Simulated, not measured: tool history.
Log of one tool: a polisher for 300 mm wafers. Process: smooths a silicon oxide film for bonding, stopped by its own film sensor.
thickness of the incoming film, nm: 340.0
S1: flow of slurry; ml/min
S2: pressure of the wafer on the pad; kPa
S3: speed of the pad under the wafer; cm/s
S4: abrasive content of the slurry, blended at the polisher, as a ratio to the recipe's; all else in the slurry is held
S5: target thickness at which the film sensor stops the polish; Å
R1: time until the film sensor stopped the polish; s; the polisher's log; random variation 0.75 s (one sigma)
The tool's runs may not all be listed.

run,hour,S1,S2,S3,S4,S5,R1
1,0.0,260,12.4,86,1.0,3040,76.806
2,3.7,300,12.4,86,1.0,3040,77.218
3,11.9,300,13.1,86,1.0,3040,72.365
4,19.1,300,13.1,86,0.9,3040,77.093
5,24.7,300,13.1,76,0.9,3040,86.030
6,31.4,300,14.5,76,0.9,3040,78.666
7,36.8,300,15.9,76,0.9,3040,72.997

Forecast run 8:
8,41.8,300,16.5,76,0.9,3040,?

{"run 8": {"R1": 68.777}}
